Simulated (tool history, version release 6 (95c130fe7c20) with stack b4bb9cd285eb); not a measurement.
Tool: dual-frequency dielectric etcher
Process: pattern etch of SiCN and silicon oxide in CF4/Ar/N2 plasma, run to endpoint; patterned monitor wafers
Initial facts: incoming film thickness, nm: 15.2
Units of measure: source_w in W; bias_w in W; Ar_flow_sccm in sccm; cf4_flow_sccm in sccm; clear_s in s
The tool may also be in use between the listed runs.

Run 1, hour 0.0: source_w 440 W, bias_w 49 W, Ar_flow_sccm 127 sccm, cf4_flow_sccm 48 sccm. Result: clear_s 22.212 s.
Run 2, hour 5.5: source_w 440 W, bias_w 49 W, Ar_flow_sccm 127 sccm, cf4_flow_sccm 40 sccm. Result: clear_s 22.892 s.
Run 3, hour 7.2: source_w 440 W, bias_w 49 W, Ar_flow_sccm 127 sccm, cf4_flow_sccm 44 sccm. Result: clear_s 22.610 s.
Run 4, hour 12.5: source_w 460 W, bias_w 49 W, Ar_flow_sccm 127 sccm, cf4_flow_sccm 44 sccm. Result: clear_s 21.708 s.
Run 5, hour 14.6: source_w 460 W, bias_w 57 W, Ar_flow_sccm 127 sccm, cf4_flow_sccm 44 sccm. Result: clear_s 21.044 s.
Run 6, hour 16.5: source_w 460 W, bias_w 57 W, Ar_flow_sccm 107 sccm, cf4_flow_sccm 44 sccm. Result: clear_s 20.229 s.
Run 7, hour 21.1: source_w 470 W, bias_w 57 W, Ar_flow_sccm 107 sccm, cf4_flow_sccm 44 sccm. Result: clear_s 20.037 s.
Run 8, hour 29.0: source_w 480 W, bias_w 57 W, Ar_flow_sccm 107 sccm, cf4_flow_sccm 44 sccm. Result: clear_s 19.480 s.
Run 9, hour 33.2: source_w 490 W, bias_w 57 W, Ar_flow_sccm 107 sccm, cf4_flow_sccm 44 sccm. Result: clear_s 19.414 s.
Run 10, hour 34.0: source_w 500 W, bias_w 57 W, Ar_flow_sccm 107 sccm, cf4_flow_sccm 44 sccm. Result: clear_s 19.162 s.

Run 11 comes next. What will it give?
Run 11, hour 42.5: source_w 510 W, bias_w 57 W, Ar_flow_sccm 107 sccm, cf4_flow_sccm 44 sccm. Result: clear_s ?.

{"run 11": {"clear_s": 18.765}}

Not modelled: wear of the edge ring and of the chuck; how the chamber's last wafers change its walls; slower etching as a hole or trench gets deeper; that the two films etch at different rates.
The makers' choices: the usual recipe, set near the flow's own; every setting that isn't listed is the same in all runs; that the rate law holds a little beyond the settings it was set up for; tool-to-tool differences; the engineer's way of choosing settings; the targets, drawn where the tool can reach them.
